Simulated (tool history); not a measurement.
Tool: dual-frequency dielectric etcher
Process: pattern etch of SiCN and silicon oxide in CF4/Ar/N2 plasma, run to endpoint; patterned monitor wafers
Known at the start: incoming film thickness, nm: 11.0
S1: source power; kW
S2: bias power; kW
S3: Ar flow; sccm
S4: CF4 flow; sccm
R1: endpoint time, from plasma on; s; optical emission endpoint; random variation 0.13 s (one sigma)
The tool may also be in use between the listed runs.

run	hour	S1	S2	S3	S4	R1
1	0.0	0.580	0.074	83	58	10.675
2	1.5	0.580	0.074	83	53	10.801
3	9.3	0.540	0.072	84	53	11.433
4	13.3	0.510	0.069	86	52	12.334
5	17.4	0.470	0.069	86	52	13.048
6	21.3	0.450	0.068	87	52	13.531
7	22.3	0.430	0.067	87	52	13.929
8	27.5	0.360	0.061	90	50	16.803

Forecast run 9:
9	31.5	0.370	0.061	90	50	?

R1: 16.354 s
